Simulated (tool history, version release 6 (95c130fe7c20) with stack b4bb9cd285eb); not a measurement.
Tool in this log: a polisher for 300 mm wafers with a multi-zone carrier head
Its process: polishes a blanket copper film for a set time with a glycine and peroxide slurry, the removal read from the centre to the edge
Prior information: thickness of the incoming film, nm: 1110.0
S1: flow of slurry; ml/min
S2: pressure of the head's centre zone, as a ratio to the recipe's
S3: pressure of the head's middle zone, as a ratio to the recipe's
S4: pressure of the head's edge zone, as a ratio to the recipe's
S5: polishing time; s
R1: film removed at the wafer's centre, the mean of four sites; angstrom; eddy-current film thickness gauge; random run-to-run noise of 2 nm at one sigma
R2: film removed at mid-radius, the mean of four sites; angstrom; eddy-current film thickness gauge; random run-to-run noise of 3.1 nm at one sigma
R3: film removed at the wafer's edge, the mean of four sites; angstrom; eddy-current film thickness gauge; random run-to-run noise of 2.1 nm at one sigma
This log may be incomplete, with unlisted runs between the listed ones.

| run | hour | S1 | S2 | S3 | S4 | S5 | R1 | R2 | R3 |
|---|---|---|---|---|---|---|---|---|---|
| 1 | 0 | 210 | 1 | 1 | 1 | 38 | 1761.3 | 1754 | 1719.4 |
| 2 | 6.7 | 210 | 1 | 1 | 1.08 | 38 | 1761 | 1707.8 | 1774.7 |
| 3 | 10.7 | 210 | 1 | 1 | 1.02 | 38 | 1717.3 | 1717.8 | 1727.9 |
| 4 | 16.1 | 220 | 1.02 | 1.03 | 1.03 | 39 | 1821.6 | 1797.7 | 1779 |
| 5 | 20 | 225 | 1.04 | 1.05 | 1.02 | 41 | 1982.3 | 1993.1 | 1875 |
| 6 | 24.3 | 230 | 1.06 | 1.06 | 1.04 | 42 | 2060.6 | 2006.5 | 1913.8 |
| 7 | 27.2 | 235 | 1.07 | 1.07 | 1.05 | 43 | 2145.4 | 2049.7 | 2004.9 |
| 8 | 35.8 | 240 | 1.08 | 1.09 | 1.05 | 44 | 2229.9 | 2181.8 | 2052.6 |

What does the tool deliver on the next run?
| 9 | 43.1 | 245 | 1.09 | 1.1 | 1.06 | 45 | ? | ? | ? |

{"run 9": {"R1": 2302.7, "R2": 2260.1, "R3": 2122.2}}

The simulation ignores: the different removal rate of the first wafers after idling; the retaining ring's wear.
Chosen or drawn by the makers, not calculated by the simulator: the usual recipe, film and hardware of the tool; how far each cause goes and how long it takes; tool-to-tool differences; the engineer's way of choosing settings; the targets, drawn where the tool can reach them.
